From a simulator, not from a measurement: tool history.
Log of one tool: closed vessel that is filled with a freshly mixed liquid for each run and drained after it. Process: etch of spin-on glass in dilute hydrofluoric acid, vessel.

| run | hour | temperature setpoint of the liquid (°C) | parts of water to one part of 49 % hydrofluoric acid (parts by volume) | time in the liquid (s) | thickness taken off the spin-on glass on a monitor wafer (Å) |
|---|---|---|---|---|---|
| 1 | 0 | 21 | 195 | 100 | 169.34 |
| 2 | 8.9 | 20.5 | 210 | 100 | 152.39 |
| 3 | 17.3 | 20.5 | 210 | 100 | 153.47 |
| 4 | 25.6 | 18 | 210 | 100 | 139.25 |
| 5 | 32.3 | 18 | 220 | 100 | 131.97 |
| 6 | 38 | 18 | 245 | 100 | 115.69 |
| 7 | 39 | 18 | 250 | 100 | 112.4 |
| 8 | 44.4 | 18 | 255 | 100 | 109.74 |

Forecast run 9:
| 9 | 51.8 | 18 | 260 | 100 | ? |

{"run 9": {"thickness taken off the spin-on glass on a monitor wafer (Å)": 106.52}}

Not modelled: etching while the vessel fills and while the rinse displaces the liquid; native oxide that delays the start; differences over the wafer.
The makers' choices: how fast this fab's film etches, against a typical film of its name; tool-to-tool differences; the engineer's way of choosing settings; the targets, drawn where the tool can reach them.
